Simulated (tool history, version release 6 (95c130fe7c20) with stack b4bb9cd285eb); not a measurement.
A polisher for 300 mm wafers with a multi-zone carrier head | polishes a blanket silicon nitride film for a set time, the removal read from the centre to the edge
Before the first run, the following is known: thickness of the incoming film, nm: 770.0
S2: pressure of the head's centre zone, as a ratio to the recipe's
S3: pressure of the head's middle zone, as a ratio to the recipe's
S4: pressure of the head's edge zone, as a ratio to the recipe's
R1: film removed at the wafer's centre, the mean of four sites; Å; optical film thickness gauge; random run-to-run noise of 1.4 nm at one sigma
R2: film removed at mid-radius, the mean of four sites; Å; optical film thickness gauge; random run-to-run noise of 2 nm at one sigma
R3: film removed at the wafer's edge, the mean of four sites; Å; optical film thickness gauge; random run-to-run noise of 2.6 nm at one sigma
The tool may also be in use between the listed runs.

{"run": 1, "day": 0.0, "flow of slurry (ml/min)": 135, "S2": 1, "S3": 1, "S4": 1, "polishing time (s)": 68, "R1": 1459.3, "R2": 1424.5, "R3": 1430.6}
{"run": 2, "day": 0.138, "flow of slurry (ml/min)": 135, "S2": 1, "S3": 1, "S4": 1, "polishing time (s)": 82, "R1": 1766.2, "R2": 1738, "R3": 1729.7}
{"run": 3, "day": 0.192, "flow of slurry (ml/min)": 160, "S2": 1, "S3": 1, "S4": 1, "polishing time (s)": 82, "R1": 1832.6, "R2": 1719.7, "R3": 1715.1}
{"run": 4, "day": 0.229, "flow of slurry (ml/min)": 160, "S2": 1.04, "S3": 1, "S4": 1, "polishing time (s)": 82, "R1": 1906.1, "R2": 1760, "R3": 1761.6}
{"run": 5, "day": 0.562, "flow of slurry (ml/min)": 160, "S2": 1.04, "S3": 1, "S4": 1, "polishing time (s)": 95, "R1": 2210.7, "R2": 2024.1, "R3": 2023.9}
{"run": 6, "day": 0.792, "flow of slurry (ml/min)": 160, "S2": 1.04, "S3": 1, "S4": 1, "polishing time (s)": 87, "R1": 2003.1, "R2": 1854.4, "R3": 1852.4}

What will run 7 give?
{"run": 7, "day": 1.104, "flow of slurry (ml/min)": 160, "S2": 1.04, "S3": 0.99, "S4": 1, "polishing time (s)": 87, "R1": "?", "R2": "?", "R3": "?"}

{"run 7": {"R1": 2053.2, "R2": 1831.1, "R3": 1831}}

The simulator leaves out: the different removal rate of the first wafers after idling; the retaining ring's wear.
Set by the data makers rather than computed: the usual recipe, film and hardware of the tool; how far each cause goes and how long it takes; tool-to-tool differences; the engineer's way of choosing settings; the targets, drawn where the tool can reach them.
